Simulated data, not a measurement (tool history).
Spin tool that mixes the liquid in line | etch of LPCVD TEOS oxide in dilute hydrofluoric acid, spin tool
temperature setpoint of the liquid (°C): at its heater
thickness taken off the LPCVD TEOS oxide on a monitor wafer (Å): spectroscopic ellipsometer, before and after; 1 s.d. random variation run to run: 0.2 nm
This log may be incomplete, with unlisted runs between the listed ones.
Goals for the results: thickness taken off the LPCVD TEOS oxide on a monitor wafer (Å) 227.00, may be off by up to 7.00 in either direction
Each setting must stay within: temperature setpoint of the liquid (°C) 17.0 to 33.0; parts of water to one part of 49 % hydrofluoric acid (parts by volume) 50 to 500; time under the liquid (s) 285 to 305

run    day  temperature setpoint of the liquid (°C)  parts of water to one part of 49 % hydrofluoric acid (parts by volume)  time under the liquid (s)  thickness taken off the LPCVD TEOS oxide on a monitor wafer (Å)
  1  0.000                                     25.0                                                                     275                        285                                                           136.83
  2  0.188                                     27.0                                                                     260                        285                                                           158.78
  3  0.450                                     27.0                                                                     305                        285                                                           130.49
  4  0.550                                     28.5                                                                     285                        285                                                           148.66
  5  0.617                                     29.5                                                                     265                        285                                                           170.17
  6  0.862                                     30.5                                                                     255                        285                                                           185.65
  7  1.067                                     31.0                                                                     250                        285                                                           193.65
  8  1.321                                     31.5                                                                     245                        285                                                           200.36
  9  1.600                                     32.0                                                                     240                        285                                                           208.10
 10  1.950                                     33.0                                                                     225                        285                                                           240.02

5 candidate next runs follow, results not yet known. Just one meets every target within its allowed miss. Identify it.
  A  2.300                                     30.5                                                                     245                        305                                                                ?
  B  2.300                                     33.0                                                                     230                        305                                                                ?
  C  2.300                                     31.5                                                                     220                        305                                                                ?
  D  2.300                                     32.0                                                                     225                        285                                                                ?
  E  2.300                                     32.0                                                                     220                        295                                                                ?

move  thickness taken off the LPCVD TEOS oxide on a monitor wafer (Å)
   A                                                           210.12
   B                                                           247.75
   C                                                           249.25
   D                                                           230.24
   E                                                           245.21
A: takes the result that was furthest off past its target
B: lands further from the targets than the last run did
C: lands further from the targets than the last run did
D: every result within its allowed miss
E: lands further from the targets than the last run did
The right move is D.

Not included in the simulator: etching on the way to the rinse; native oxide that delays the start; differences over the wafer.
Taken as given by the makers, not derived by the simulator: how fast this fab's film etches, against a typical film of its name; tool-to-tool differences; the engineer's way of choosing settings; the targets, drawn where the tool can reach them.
